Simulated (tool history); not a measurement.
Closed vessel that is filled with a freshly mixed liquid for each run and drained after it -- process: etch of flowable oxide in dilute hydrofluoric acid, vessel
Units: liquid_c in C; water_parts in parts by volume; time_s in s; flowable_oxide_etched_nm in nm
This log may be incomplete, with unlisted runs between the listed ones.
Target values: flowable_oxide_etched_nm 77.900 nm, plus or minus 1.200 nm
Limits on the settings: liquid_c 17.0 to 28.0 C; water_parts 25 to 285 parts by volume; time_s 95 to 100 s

run 1 hour=0.0 | liquid_c=20.0 water_parts=155 time_s=95 | flowable_oxide_etched_nm=34.854
run 2 hour=7.0 | liquid_c=20.0 water_parts=115 time_s=95 | flowable_oxide_etched_nm=49.413
run 3 hour=10.8 | liquid_c=20.0 water_parts=150 time_s=95 | flowable_oxide_etched_nm=36.446
run 4 hour=13.9 | liquid_c=20.0 water_parts=125 time_s=95 | flowable_oxide_etched_nm=44.846
run 5 hour=23.1 | liquid_c=20.0 water_parts=160 time_s=95 | flowable_oxide_etched_nm=34.028
run 6 hour=29.9 | liquid_c=18.5 water_parts=160 time_s=95 | flowable_oxide_etched_nm=31.946
run 7 hour=36.7 | liquid_c=20.5 water_parts=145 time_s=95 | flowable_oxide_etched_nm=38.694
run 8 hour=38.1 | liquid_c=22.0 water_parts=135 time_s=95 | flowable_oxide_etched_nm=44.486
run 9 hour=40.8 | liquid_c=23.0 water_parts=125 time_s=95 | flowable_oxide_etched_nm=50.660
run 10 hour=46.2 | liquid_c=23.0 water_parts=125 time_s=95 | flowable_oxide_etched_nm=50.511
run 11 hour=54.1 | liquid_c=24.0 water_parts=120 time_s=95 | flowable_oxide_etched_nm=55.289
run 12 hour=57.1 | liquid_c=25.0 water_parts=115 time_s=95 | flowable_oxide_etched_nm=60.929
run 13 hour=62.9 | liquid_c=25.5 water_parts=110 time_s=95 | flowable_oxide_etched_nm=64.384
run 14 hour=69.5 | liquid_c=26.0 water_parts=110 time_s=95 | flowable_oxide_etched_nm=65.728
run 15 hour=73.1 | liquid_c=26.5 water_parts=110 time_s=95 | flowable_oxide_etched_nm=67.782
run 16 hour=80.8 | liquid_c=27.0 water_parts=110 time_s=95 | flowable_oxide_etched_nm=67.855
run 17 hour=87.6 | liquid_c=27.5 water_parts=105 time_s=95 | flowable_oxide_etched_nm=73.822
run 18 hour=90.2 | liquid_c=28.0 water_parts=105 time_s=95 | flowable_oxide_etched_nm=74.950
run 19 hour=93.5 | liquid_c=28.0 water_parts=100 time_s=95 | flowable_oxide_etched_nm=79.998
run 20 hour=94.4 | liquid_c=28.0 water_parts=100 time_s=95 | flowable_oxide_etched_nm=79.683

Which single option among these 4 for the next run brings every result within its allowed miss of target? Just one does.
run A hour=95.3 | liquid_c=27.5 water_parts=100 time_s=95 | flowable_oxide_etched_nm=?
run B hour=95.3 | liquid_c=24.0 water_parts=90 time_s=100 | flowable_oxide_etched_nm=?
run C hour=95.3 | liquid_c=27.0 water_parts=100 time_s=100 | flowable_oxide_etched_nm=?
run D hour=95.3 | liquid_c=27.0 water_parts=95 time_s=95 | flowable_oxide_etched_nm=?

move=A flowable_oxide_etched_nm=78.565
move=B flowable_oxide_etched_nm=81.165
move=C flowable_oxide_etched_nm=81.125
move=D flowable_oxide_etched_nm=81.663
A: all results land within tolerance of their targets
B: the biggest miss grows against the last run
C: the biggest miss grows against the last run
D: the biggest miss grows against the last run
Go with A: it meets all targets.
